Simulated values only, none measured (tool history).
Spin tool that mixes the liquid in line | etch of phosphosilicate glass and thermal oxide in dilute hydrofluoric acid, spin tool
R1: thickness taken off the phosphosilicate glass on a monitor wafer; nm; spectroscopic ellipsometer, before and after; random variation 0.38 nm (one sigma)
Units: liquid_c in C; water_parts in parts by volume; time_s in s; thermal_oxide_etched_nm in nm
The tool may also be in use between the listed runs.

run 1 hour=0 | liquid_c=21 water_parts=190 time_s=70 | R1=61.926 thermal_oxide_etched_nm=1.3821
run 2 hour=7.3 | liquid_c=23 water_parts=175 time_s=70 | R1=74.245 thermal_oxide_etched_nm=1.6703
run 3 hour=15.6 | liquid_c=24.5 water_parts=165 time_s=70 | R1=83.852 thermal_oxide_etched_nm=1.8897
run 4 hour=17.8 | liquid_c=25.5 water_parts=160 time_s=70 | R1=90.035 thermal_oxide_etched_nm=2.1175
run 5 hour=20.4 | liquid_c=25.5 water_parts=160 time_s=85 | R1=110.06 thermal_oxide_etched_nm=2.587
run 6 hour=24.3 | liquid_c=25.5 water_parts=160 time_s=100 | R1=128.51 thermal_oxide_etched_nm=2.9133

The next listed run, before its measurement:
run 7 hour=25.8 | liquid_c=25 water_parts=160 time_s=100 | R1=? thermal_oxide_etched_nm=?

Run 7 gave R1 126.37 nm, thermal_oxide_etched_nm 2.9762 nm.
